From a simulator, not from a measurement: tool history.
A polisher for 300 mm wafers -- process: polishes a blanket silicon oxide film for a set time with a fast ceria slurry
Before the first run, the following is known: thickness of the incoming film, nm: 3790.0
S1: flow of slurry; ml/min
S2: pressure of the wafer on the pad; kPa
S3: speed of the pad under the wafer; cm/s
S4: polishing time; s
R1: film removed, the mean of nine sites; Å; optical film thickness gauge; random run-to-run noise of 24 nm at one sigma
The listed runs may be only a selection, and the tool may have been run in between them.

run,hour,S1,S2,S3,S4,R1
1,0,155,21.4,120,55,11453
2,2,160,24.1,120,55,12146
3,8.1,160,26.2,126,55,13253
4,16.2,135,26.2,126,55,13364
5,18.5,135,27.6,132,55,14131
6,22.5,135,29,138,55,15429
7,29.1,135,30.3,142,55,16715
8,33.9,135,31,144,55,17059
9,39,135,31.7,146,55,17449
10,40.8,135,32.4,148,55,17812
11,47.7,135,32.4,150,55,18276

What does the tool deliver on the next run?
12,53.7,135,32.4,152,55,?

R1: 18511 Å

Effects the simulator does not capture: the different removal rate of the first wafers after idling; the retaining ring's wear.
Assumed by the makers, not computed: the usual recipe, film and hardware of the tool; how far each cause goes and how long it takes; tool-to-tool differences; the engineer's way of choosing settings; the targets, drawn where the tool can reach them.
